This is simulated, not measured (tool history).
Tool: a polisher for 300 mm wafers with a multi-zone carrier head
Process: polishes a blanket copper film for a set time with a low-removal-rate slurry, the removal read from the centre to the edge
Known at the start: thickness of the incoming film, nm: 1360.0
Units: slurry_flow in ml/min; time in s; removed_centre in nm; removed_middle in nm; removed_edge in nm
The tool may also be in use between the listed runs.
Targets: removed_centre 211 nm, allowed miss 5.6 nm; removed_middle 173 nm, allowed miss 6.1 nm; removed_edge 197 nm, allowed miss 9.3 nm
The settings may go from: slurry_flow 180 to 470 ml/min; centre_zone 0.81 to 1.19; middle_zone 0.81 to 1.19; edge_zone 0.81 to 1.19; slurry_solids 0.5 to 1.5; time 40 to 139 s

run 1 hour=0 | slurry_flow=300 centre_zone=1 middle_zone=1 edge_zone=1 slurry_solids=1 time=89 | removed_centre=235.96 removed_middle=229.88 removed_edge=238.29
run 2 hour=6 | slurry_flow=295 centre_zone=1.01 middle_zone=0.94 edge_zone=0.96 slurry_solids=0.85 time=88 | removed_centre=233.43 removed_middle=212.62 removed_edge=222.32
run 3 hour=9 | slurry_flow=295 centre_zone=1.01 middle_zone=0.94 edge_zone=0.88 slurry_solids=0.85 time=88 | removed_centre=230.56 removed_middle=209.24 removed_edge=217.35
run 4 hour=13 | slurry_flow=295 centre_zone=1.01 middle_zone=0.98 edge_zone=0.88 slurry_solids=0.85 time=88 | removed_centre=232.61 removed_middle=216.3 removed_edge=216.39
run 5 hour=21 | slurry_flow=295 centre_zone=1.01 middle_zone=1.03 edge_zone=0.88 slurry_solids=0.85 time=88 | removed_centre=231.94 removed_middle=227.9 removed_edge=212.97
run 6 hour=23.1 | slurry_flow=285 centre_zone=1 middle_zone=0.96 edge_zone=0.87 slurry_solids=0.75 time=87 | removed_centre=218.94 removed_middle=203.34 removed_edge=207.28
run 7 hour=26.9 | slurry_flow=275 centre_zone=1.01 middle_zone=0.92 edge_zone=0.86 slurry_solids=0.7 time=87 | removed_centre=222.58 removed_middle=193.8 removed_edge=209.37
run 8 hour=29.7 | slurry_flow=275 centre_zone=1.01 middle_zone=0.91 edge_zone=0.85 slurry_solids=0.65 time=86 | removed_centre=216.64 removed_middle=188.75 removed_edge=202.85

Which of these 5 next moves meets every target?
run A hour=32.5 | slurry_flow=245 centre_zone=1.08 middle_zone=1.02 edge_zone=0.84 slurry_solids=0.65 time=76 | removed_centre=? removed_middle=? removed_edge=?
run B hour=32.5 | slurry_flow=380 centre_zone=1.01 middle_zone=1.1 edge_zone=0.82 slurry_solids=0.65 time=81 | removed_centre=? removed_middle=? removed_edge=?
run C hour=32.5 | slurry_flow=310 centre_zone=1.01 middle_zone=0.82 edge_zone=0.86 slurry_solids=0.7 time=83 | removed_centre=? removed_middle=? removed_edge=?
run D hour=32.5 | slurry_flow=335 centre_zone=1.04 middle_zone=0.96 edge_zone=0.83 slurry_solids=0.65 time=77 | removed_centre=? removed_middle=? removed_edge=?
run E hour=32.5 | slurry_flow=180 centre_zone=1.11 middle_zone=0.87 edge_zone=0.84 slurry_solids=0.75 time=76 | removed_centre=? removed_middle=? removed_edge=?

move=A removed_centre=197.67 removed_middle=181.39 removed_edge=177.6
move=B removed_centre=206.33 removed_middle=215.02 removed_edge=193.43
move=C removed_centre=209.18 removed_middle=171.1 removed_edge=202.02
move=D removed_centre=199.55 removed_middle=180.23 removed_edge=183.61
move=E removed_centre=197.74 removed_middle=155.43 removed_edge=176.05
A: nearer than the last run, and not there yet
B: further off than the last run
C: meets every target
D: nearer than the last run, and not there yet
E: takes the result that was furthest off past its target
Answer: C
